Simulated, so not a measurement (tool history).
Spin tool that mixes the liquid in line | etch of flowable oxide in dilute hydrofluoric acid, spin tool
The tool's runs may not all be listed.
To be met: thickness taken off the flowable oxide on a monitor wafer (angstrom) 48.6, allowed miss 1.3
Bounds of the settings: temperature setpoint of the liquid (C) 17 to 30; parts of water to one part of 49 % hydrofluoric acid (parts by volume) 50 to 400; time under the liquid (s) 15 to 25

| run | day | temperature setpoint of the liquid (C) | parts of water to one part of 49 % hydrofluoric acid (parts by volume) | time under the liquid (s) | thickness taken off the flowable oxide on a monitor wafer (angstrom) |
|---|---|---|---|---|---|
| 1 | 0 | 22 | 225 | 25 | 33.147 |
| 2 | 0.267 | 22 | 275 | 25 | 26.028 |
| 3 | 0.342 | 24 | 255 | 25 | 30.373 |
| 4 | 0.538 | 24 | 195 | 25 | 42.144 |
| 5 | 0.792 | 24 | 195 | 25 | 42.801 |
| 6 | 1.067 | 25 | 195 | 25 | 43.979 |
| 7 | 1.108 | 25.5 | 195 | 25 | 44.234 |
| 8 | 1.192 | 26 | 195 | 25 | 45.359 |
| 9 | 1.271 | 26.5 | 195 | 25 | 46.074 |
| 10 | 1.312 | 27 | 195 | 25 | 47.232 |

Which of these 4 next moves meets every target?
| A | 1.354 | 27.5 | 195 | 25 | ? |
| B | 1.354 | 29.5 | 195 | 25 | ? |
| C | 1.354 | 30 | 220 | 25 | ? |
| D | 1.354 | 29.5 | 215 | 25 | ? |

| move | thickness taken off the flowable oxide on a monitor wafer (angstrom) |
|---|---|
| A | 48.075 |
| B | 51.59 |
| C | 45.136 |
| D | 45.675 |
A: meets every target
B: takes the result that was furthest off past its target
C: further off than the last run
D: further off than the last run
The right move is A.
